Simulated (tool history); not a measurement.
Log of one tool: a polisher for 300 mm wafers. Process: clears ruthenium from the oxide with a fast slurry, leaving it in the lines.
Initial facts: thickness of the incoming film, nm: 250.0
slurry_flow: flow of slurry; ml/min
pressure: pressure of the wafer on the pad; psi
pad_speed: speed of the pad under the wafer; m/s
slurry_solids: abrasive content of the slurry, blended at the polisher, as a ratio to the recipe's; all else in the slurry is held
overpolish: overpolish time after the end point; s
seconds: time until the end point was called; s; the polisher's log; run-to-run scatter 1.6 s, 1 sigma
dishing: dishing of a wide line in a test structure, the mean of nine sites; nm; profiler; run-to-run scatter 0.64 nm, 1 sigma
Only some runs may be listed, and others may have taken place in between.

{"run": 1, "hour": 0.0, "slurry_flow": 175, "pressure": 2.8, "pad_speed": 1.02, "slurry_solids": 1.0, "overpolish": 13, "seconds": 63.04, "dishing": 42.874}
{"run": 2, "hour": 3.4, "slurry_flow": 175, "pressure": 2.3, "pad_speed": 1.0, "slurry_solids": 1.0, "overpolish": 13, "seconds": 75.085, "dishing": 37.068}
{"run": 3, "hour": 8.9, "slurry_flow": 175, "pressure": 2.9, "pad_speed": 1.0, "slurry_solids": 1.0, "overpolish": 13, "seconds": 63.909, "dishing": 44.401}
{"run": 4, "hour": 14.7, "slurry_flow": 135, "pressure": 2.9, "pad_speed": 1.0, "slurry_solids": 1.0, "overpolish": 13, "seconds": 62.738, "dishing": 43.314}
{"run": 5, "hour": 21.5, "slurry_flow": 135, "pressure": 2.4, "pad_speed": 0.96, "slurry_solids": 1.0, "overpolish": 13, "seconds": 76.593, "dishing": 36.465}
{"run": 6, "hour": 26.8, "slurry_flow": 135, "pressure": 2.1, "pad_speed": 0.94, "slurry_solids": 1.0, "overpolish": 13, "seconds": 87.927, "dishing": 32.767}

Expected results for the next run?
{"run": 7, "hour": 28.7, "slurry_flow": 135, "pressure": 1.9, "pad_speed": 0.94, "slurry_solids": 1.0, "overpolish": 13, "seconds": "?", "dishing": "?"}

seconds: 94.060 s
dishing: 31.188 nm
